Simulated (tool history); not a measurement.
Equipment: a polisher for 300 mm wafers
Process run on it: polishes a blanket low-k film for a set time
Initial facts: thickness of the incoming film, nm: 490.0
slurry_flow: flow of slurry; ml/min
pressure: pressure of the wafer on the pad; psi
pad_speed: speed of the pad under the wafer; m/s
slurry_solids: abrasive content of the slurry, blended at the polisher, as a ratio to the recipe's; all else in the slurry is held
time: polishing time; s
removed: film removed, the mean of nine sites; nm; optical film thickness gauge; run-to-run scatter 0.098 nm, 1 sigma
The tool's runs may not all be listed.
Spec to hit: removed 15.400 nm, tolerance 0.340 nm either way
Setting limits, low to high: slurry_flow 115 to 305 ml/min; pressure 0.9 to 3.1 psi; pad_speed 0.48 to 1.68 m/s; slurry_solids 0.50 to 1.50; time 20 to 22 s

{"run": 1, "hour": 0.0, "slurry_flow": 195, "pressure": 2.0, "pad_speed": 1.08, "slurry_solids": 1.0, "time": 22, "removed": 10.098}
{"run": 2, "hour": 2.3, "slurry_flow": 210, "pressure": 2.3, "pad_speed": 1.08, "slurry_solids": 1.0, "time": 22, "removed": 11.421}
{"run": 3, "hour": 7.1, "slurry_flow": 210, "pressure": 2.5, "pad_speed": 1.08, "slurry_solids": 1.0, "time": 22, "removed": 12.319}
{"run": 4, "hour": 14.1, "slurry_flow": 210, "pressure": 2.5, "pad_speed": 1.08, "slurry_solids": 1.0, "time": 20, "removed": 11.048}
{"run": 5, "hour": 16.5, "slurry_flow": 220, "pressure": 2.7, "pad_speed": 1.14, "slurry_solids": 1.0, "time": 20, "removed": 12.399}
{"run": 6, "hour": 25.5, "slurry_flow": 185, "pressure": 2.7, "pad_speed": 1.14, "slurry_solids": 1.0, "time": 20, "removed": 12.053}
{"run": 7, "hour": 33.8, "slurry_flow": 215, "pressure": 2.8, "pad_speed": 1.16, "slurry_solids": 1.0, "time": 20, "removed": 13.023}
{"run": 8, "hour": 40.6, "slurry_flow": 230, "pressure": 2.9, "pad_speed": 1.18, "slurry_solids": 1.0, "time": 20, "removed": 13.667}
{"run": 9, "hour": 44.2, "slurry_flow": 240, "pressure": 3.0, "pad_speed": 1.2, "slurry_solids": 1.0, "time": 20, "removed": 14.462}
{"run": 10, "hour": 48.2, "slurry_flow": 250, "pressure": 3.0, "pad_speed": 1.2, "slurry_solids": 1.0, "time": 20, "removed": 14.266}
{"run": 11, "hour": 53.6, "slurry_flow": 250, "pressure": 3.0, "pad_speed": 1.2, "slurry_solids": 1.0, "time": 20, "removed": 14.298}
{"run": 12, "hour": 61.8, "slurry_flow": 250, "pressure": 3.0, "pad_speed": 1.22, "slurry_solids": 1.0, "time": 20, "removed": 14.507}

Which of these 4 next moves meets every target?
{"run": "A", "hour": 70.0, "slurry_flow": 255, "pressure": 2.9, "pad_speed": 1.1, "slurry_solids": 1.05, "time": 20, "removed": "?"}
{"run": "B", "hour": 70.0, "slurry_flow": 260, "pressure": 3.0, "pad_speed": 1.08, "slurry_solids": 1.0, "time": 22, "removed": "?"}
{"run": "C", "hour": 70.0, "slurry_flow": 265, "pressure": 2.9, "pad_speed": 1.24, "slurry_solids": 1.0, "time": 20, "removed": "?"}
{"run": "D", "hour": 70.0, "slurry_flow": 285, "pressure": 2.9, "pad_speed": 1.58, "slurry_solids": 0.75, "time": 21, "removed": "?"}

move=A removed=13.368
move=B removed=14.552
move=C removed=14.381
move=D removed=15.505
A: the biggest miss grows against the last run
B: better than the last run, though not everything is in spec
C: the biggest miss grows against the last run
D: hits every target within its allowed miss
Correct choice: D, which meets every target

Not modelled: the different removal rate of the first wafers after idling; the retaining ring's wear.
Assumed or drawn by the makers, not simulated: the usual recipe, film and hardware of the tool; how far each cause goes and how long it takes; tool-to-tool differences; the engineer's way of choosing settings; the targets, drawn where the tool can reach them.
